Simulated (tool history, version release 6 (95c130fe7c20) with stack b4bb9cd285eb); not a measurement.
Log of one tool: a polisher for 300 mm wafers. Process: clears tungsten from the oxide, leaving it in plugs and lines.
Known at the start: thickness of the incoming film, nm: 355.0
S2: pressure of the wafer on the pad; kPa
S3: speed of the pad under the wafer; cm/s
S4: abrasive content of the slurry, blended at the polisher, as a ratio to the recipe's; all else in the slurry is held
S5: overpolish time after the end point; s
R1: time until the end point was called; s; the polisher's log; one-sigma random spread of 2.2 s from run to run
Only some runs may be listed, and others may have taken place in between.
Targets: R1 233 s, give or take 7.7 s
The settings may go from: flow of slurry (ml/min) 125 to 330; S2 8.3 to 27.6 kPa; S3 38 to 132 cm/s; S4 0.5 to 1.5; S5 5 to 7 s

{"run": 1, "hour": 0.0, "flow of slurry (ml/min)": 210, "S2": 17.9, "S3": 84, "S4": 1, "S5": 7, "R1": 136.87}
{"run": 2, "hour": 2.7, "flow of slurry (ml/min)": 210, "S2": 15.9, "S3": 84, "S4": 1, "S5": 7, "R1": 155.38}
{"run": 3, "hour": 10.6, "flow of slurry (ml/min)": 210, "S2": 14.5, "S3": 84, "S4": 1, "S5": 7, "R1": 168.07}
{"run": 4, "hour": 19.5, "flow of slurry (ml/min)": 210, "S2": 13.8, "S3": 84, "S4": 1, "S5": 7, "R1": 175.56}
{"run": 5, "hour": 24.0, "flow of slurry (ml/min)": 210, "S2": 13.8, "S3": 96, "S4": 1, "S5": 7, "R1": 159.93}
{"run": 6, "hour": 30.0, "flow of slurry (ml/min)": 210, "S2": 13.1, "S3": 96, "S4": 1, "S5": 7, "R1": 171.48}
{"run": 7, "hour": 38.9, "flow of slurry (ml/min)": 210, "S2": 12.4, "S3": 96, "S4": 1, "S5": 7, "R1": 173.83}
{"run": 8, "hour": 47.0, "flow of slurry (ml/min)": 210, "S2": 11.7, "S3": 96, "S4": 1, "S5": 7, "R1": 186.04}
{"run": 9, "hour": 53.4, "flow of slurry (ml/min)": 210, "S2": 11, "S3": 96, "S4": 1, "S5": 7, "R1": 197.79}
{"run": 10, "hour": 60.3, "flow of slurry (ml/min)": 205, "S2": 9.7, "S3": 96, "S4": 1, "S5": 7, "R1": 223.33}

Consider the 4 candidate settings below. Which is the only one whose results all fall within their allowed miss of target?
{"run": "A", "hour": 67.2, "flow of slurry (ml/min)": 240, "S2": 9.7, "S3": 106, "S4": 0.85, "S5": 5, "R1": "?"}
{"run": "B", "hour": 67.2, "flow of slurry (ml/min)": 175, "S2": 9, "S3": 94, "S4": 1, "S5": 5, "R1": "?"}
{"run": "C", "hour": 67.2, "flow of slurry (ml/min)": 170, "S2": 10.3, "S3": 88, "S4": 1, "S5": 7, "R1": "?"}
{"run": "D", "hour": 67.2, "flow of slurry (ml/min)": 225, "S2": 11, "S3": 82, "S4": 1, "S5": 6, "R1": "?"}

move=A R1=213.5
move=B R1=249.67
move=C R1=230.31
move=D R1=220.71
A: misses by more than the last run did
B: carries the result that was furthest off beyond its target, to the other side
C: every result lands within tolerance
D: misses by more than the last run did
So the answer is move C, the one that meets all the targets.
